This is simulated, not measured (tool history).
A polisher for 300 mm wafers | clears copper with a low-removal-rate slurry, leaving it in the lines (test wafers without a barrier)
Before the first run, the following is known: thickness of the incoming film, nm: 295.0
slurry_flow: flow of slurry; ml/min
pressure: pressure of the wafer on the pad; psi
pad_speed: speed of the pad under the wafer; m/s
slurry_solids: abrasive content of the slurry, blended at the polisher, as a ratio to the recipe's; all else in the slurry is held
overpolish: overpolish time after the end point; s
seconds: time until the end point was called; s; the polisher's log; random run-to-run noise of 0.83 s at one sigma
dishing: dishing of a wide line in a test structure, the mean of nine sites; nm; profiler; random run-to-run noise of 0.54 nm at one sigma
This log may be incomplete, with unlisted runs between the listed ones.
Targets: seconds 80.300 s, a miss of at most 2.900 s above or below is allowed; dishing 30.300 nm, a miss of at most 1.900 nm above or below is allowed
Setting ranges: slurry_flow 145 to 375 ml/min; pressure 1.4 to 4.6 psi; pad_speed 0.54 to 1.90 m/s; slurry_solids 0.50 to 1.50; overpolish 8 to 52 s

run 1 hour=0.0 | slurry_flow=240 pressure=3.0 pad_speed=1.22 slurry_solids=1.00 overpolish=26 | seconds=67.698 dishing=54.043
run 2 hour=0.7 | slurry_flow=240 pressure=2.9 pad_speed=1.22 slurry_solids=1.00 overpolish=23 | seconds=69.473 dishing=48.806
run 3 hour=3.7 | slurry_flow=210 pressure=2.9 pad_speed=1.22 slurry_solids=1.00 overpolish=23 | seconds=69.881 dishing=48.591
run 4 hour=10.4 | slurry_flow=210 pressure=2.8 pad_speed=1.22 slurry_solids=1.00 overpolish=21 | seconds=72.970 dishing=46.246
run 5 hour=11.6 | slurry_flow=170 pressure=2.8 pad_speed=1.22 slurry_solids=1.00 overpolish=21 | seconds=75.685 dishing=44.526
run 6 hour=16.2 | slurry_flow=170 pressure=2.8 pad_speed=1.22 slurry_solids=1.00 overpolish=19 | seconds=75.829 dishing=41.376
run 7 hour=20.8 | slurry_flow=170 pressure=2.8 pad_speed=1.22 slurry_solids=1.00 overpolish=17 | seconds=74.918 dishing=37.750
run 8 hour=22.5 | slurry_flow=170 pressure=2.8 pad_speed=1.22 slurry_solids=1.00 overpolish=16 | seconds=75.428 dishing=35.761

Consider the 5 candidate settings below. Which is the only one whose results all fall within their allowed miss of target?
run A hour=24.2 | slurry_flow=180 pressure=2.8 pad_speed=1.10 slurry_solids=1.05 overpolish=21 | seconds=? dishing=?
run B hour=24.2 | slurry_flow=165 pressure=2.9 pad_speed=0.92 slurry_solids=1.10 overpolish=13 | seconds=? dishing=?
run C hour=24.2 | slurry_flow=185 pressure=2.6 pad_speed=1.20 slurry_solids=1.00 overpolish=14 | seconds=? dishing=?
run D hour=24.2 | slurry_flow=145 pressure=2.5 pad_speed=1.16 slurry_solids=1.10 overpolish=18 | seconds=? dishing=?
run E hour=24.2 | slurry_flow=180 pressure=2.5 pad_speed=1.44 slurry_solids=0.90 overpolish=15 | seconds=? dishing=?

move=A seconds=79.839 dishing=43.097
move=B seconds=88.194 dishing=27.664
move=C seconds=80.856 dishing=31.316
move=D seconds=86.744 dishing=35.917
move=E seconds=74.669 dishing=35.047
A: its largest miss is bigger than the last run's
B: takes the result that was furthest off past its target
C: all results in spec
D: no nearer and no further than the last run
E: nearer the targets than the last run, but a result is still out of spec
So the answer is move C, the one that meets all the targets.
